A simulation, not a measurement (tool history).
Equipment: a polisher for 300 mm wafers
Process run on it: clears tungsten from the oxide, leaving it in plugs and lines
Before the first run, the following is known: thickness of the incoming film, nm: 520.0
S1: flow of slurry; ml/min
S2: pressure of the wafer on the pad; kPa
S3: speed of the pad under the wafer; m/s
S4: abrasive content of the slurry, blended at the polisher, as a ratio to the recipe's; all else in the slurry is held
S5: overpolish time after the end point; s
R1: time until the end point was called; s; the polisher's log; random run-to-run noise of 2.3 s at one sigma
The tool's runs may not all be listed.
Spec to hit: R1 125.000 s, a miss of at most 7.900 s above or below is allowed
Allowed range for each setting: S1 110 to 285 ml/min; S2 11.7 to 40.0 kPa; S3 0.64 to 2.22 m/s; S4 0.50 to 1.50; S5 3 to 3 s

run 1 hour=0.0 | S1=180 S2=25.5 S3=1.42 S4=1.00 S5=3 | R1=75.850
run 2 hour=4.3 | S1=180 S2=23.4 S3=1.40 S4=1.00 S5=3 | R1=79.636
run 3 hour=11.3 | S1=180 S2=23.4 S3=1.60 S4=1.00 S5=3 | R1=72.122
run 4 hour=17.1 | S1=180 S2=27.6 S3=1.60 S4=1.00 S5=3 | R1=60.476
-- hour=18.1 slurry nozzle cleaned
run 5 hour=18.1 | S1=180 S2=27.6 S3=1.60 S4=1.00 S5=3 | R1=55.854
run 6 hour=24.6 | S1=180 S2=27.6 S3=1.60 S4=1.00 S5=3 | R1=57.400
run 7 hour=25.2 | S1=180 S2=25.5 S3=1.58 S4=1.00 S5=3 | R1=63.393
run 8 hour=26.6 | S1=180 S2=23.4 S3=1.56 S4=1.00 S5=3 | R1=70.326

Next run, 4 choices. One meets every target within its allowed miss, the rest don't. Which?
run A hour=28.0 | S1=150 S2=35.9 S3=2.22 S4=1.20 S5=3 | R1=?
run B hour=28.0 | S1=110 S2=21.4 S3=0.94 S4=0.70 S5=3 | R1=?
run C hour=28.0 | S1=200 S2=20.0 S3=0.80 S4=1.10 S5=3 | R1=?
run D hour=28.0 | S1=170 S2=17.9 S3=1.10 S4=0.95 S5=3 | R1=?

move=A R1=33.128
move=B R1=147.620
move=C R1=152.760
move=D R1=131.630
A: its largest miss is bigger than the last run's
B: the result that was furthest off in the last run now lies on the other side of its target
C: the result that was furthest off in the last run now lies on the other side of its target
D: meets every target
The move that meets every target is D.

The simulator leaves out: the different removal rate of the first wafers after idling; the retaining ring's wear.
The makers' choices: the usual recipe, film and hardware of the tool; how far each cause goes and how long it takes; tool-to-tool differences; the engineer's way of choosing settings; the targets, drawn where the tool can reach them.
